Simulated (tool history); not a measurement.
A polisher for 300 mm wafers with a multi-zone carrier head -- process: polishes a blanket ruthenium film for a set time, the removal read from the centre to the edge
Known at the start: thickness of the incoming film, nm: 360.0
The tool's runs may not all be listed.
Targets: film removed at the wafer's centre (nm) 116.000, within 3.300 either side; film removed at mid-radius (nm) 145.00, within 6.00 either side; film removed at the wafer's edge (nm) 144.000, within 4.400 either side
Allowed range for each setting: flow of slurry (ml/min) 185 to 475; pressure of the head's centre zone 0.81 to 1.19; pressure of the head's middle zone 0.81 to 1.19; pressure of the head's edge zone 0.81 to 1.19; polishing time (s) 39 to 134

| run | day | flow of slurry (ml/min) | pressure of the head's centre zone | pressure of the head's middle zone | pressure of the head's edge zone | polishing time (s) | film removed at the wafer's centre (nm) | film removed at mid-radius (nm) | film removed at the wafer's edge (nm) |
|---|---|---|---|---|---|---|---|---|---|
| 1 | 0.000 | 305 | 1.00 | 1.00 | 1.00 | 86 | 97.648 | 100.19 | 97.053 |
| 2 | 0.117 | 305 | 1.00 | 1.06 | 1.00 | 86 | 97.242 | 103.97 | 96.607 |
| 3 | 0.154 | 305 | 1.00 | 1.06 | 1.08 | 86 | 97.643 | 106.29 | 101.270 |
| 4 | 0.212 | 305 | 0.97 | 1.06 | 1.08 | 86 | 94.704 | 104.93 | 101.490 |
| 5 | 0.508 | 305 | 0.95 | 1.07 | 1.10 | 91 | 97.569 | 111.92 | 107.850 |
| 6 | 0.596 | 305 | 0.94 | 1.07 | 1.12 | 95 | 101.340 | 117.76 | 113.280 |
| 7 | 0.838 | 305 | 0.92 | 1.07 | 1.13 | 99 | 105.260 | 122.94 | 118.220 |
| 8 | 0.867 | 305 | 0.92 | 1.07 | 1.13 | 99 | 103.380 | 121.09 | 119.720 |

Exactly one of the 5 candidate moves below puts every result within its allowed miss. Which one?
| A | 0.896 | 335 | 1.16 | 1.13 | 0.90 | 84 | ? | ? | ? |
| B | 0.896 | 335 | 0.91 | 0.99 | 1.14 | 111 | ? | ? | ? |
| C | 0.896 | 255 | 0.87 | 1.08 | 1.16 | 119 | ? | ? | ? |
| D | 0.896 | 340 | 0.99 | 1.03 | 1.12 | 109 | ? | ? | ? |
| E | 0.896 | 275 | 0.86 | 1.06 | 1.16 | 114 | ? | ? | ? |

| move | film removed at the wafer's centre (nm) | film removed at mid-radius (nm) | film removed at the wafer's edge (nm) |
|---|---|---|---|
| A | 111.000 | 106.74 | 90.396 |
| B | 115.620 | 126.14 | 134.250 |
| C | 115.190 | 141.69 | 142.060 |
| D | 123.460 | 128.21 | 130.700 |
| E | 110.110 | 134.71 | 136.990 |
A: misses by more than the last run did
B: nearer than the last run, and not there yet
C: all results land within tolerance of their targets
D: nearer than the last run, and not there yet
E: nearer than the last run, and not there yet
C meets every target.
